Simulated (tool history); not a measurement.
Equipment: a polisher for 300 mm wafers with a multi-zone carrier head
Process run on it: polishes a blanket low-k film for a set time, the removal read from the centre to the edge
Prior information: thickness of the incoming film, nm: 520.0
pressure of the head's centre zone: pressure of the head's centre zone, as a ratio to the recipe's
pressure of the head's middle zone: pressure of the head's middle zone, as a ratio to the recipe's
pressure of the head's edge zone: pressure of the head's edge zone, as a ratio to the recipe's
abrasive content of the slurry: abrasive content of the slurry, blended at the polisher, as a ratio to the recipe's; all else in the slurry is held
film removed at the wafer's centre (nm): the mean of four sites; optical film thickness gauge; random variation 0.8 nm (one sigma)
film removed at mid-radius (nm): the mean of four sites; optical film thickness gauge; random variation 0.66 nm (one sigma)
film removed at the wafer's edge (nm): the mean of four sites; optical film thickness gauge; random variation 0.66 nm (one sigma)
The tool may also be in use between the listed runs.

run  hour  flow of slurry (ml/min)  pressure of the head's centre zone  pressure of the head's middle zone  pressure of the head's edge zone  abrasive content of the slurry  polishing time (s)  film removed at the wafer's centre (nm)  film removed at mid-radius (nm)  film removed at the wafer's edge (nm)
  1   0.0                      205                                1.00                                1.00                              1.00                             1.0                  85                                   51.747                           50.124                                 50.818
  2   2.4                      205                                1.00                                1.00                              1.00                             1.0                  97                                   59.413                           58.090                                 59.028
  3   6.0                      210                                1.02                                1.01                              0.99                             1.0                  97                                   60.599                           57.170                                 58.224
  4   9.3                      215                                1.03                                1.03                              0.98                             1.0                  97                                   60.815                           59.361                                 57.772
  5  12.2                      215                                1.03                                1.03                              0.98                             1.2                  97                                   66.001                           64.004                                 62.202
  6  17.9                      215                                1.04                                1.03                              0.97                             1.2                  97                                   65.452                           64.295                                 62.274
  7  24.8                      215                                1.05                                1.03                              0.96                             1.2                  97                                   67.202                           63.265                                 61.884
  8  30.4                      215                                1.05                                1.03                              0.95                             1.2                  97                                   66.938                           62.747                                 60.132
  9  33.7                      215                                1.05                                1.03                              0.94                             1.2                  97                                   67.101                           65.019                                 60.756
 10  38.3                      215                                1.05                                1.02                              0.94                             1.2                  97                                   66.391                           63.259                                 62.210

Run 11 comes next. What will it give?
 11  45.1                      215                                1.06                                1.03                              0.94                             1.2                  97                                        ?                                ?                                      ?

Run 11 produced film removed at the wafer's centre (nm) 66.723, film removed at mid-radius (nm) 64.795, film removed at the wafer's edge (nm) 60.958.

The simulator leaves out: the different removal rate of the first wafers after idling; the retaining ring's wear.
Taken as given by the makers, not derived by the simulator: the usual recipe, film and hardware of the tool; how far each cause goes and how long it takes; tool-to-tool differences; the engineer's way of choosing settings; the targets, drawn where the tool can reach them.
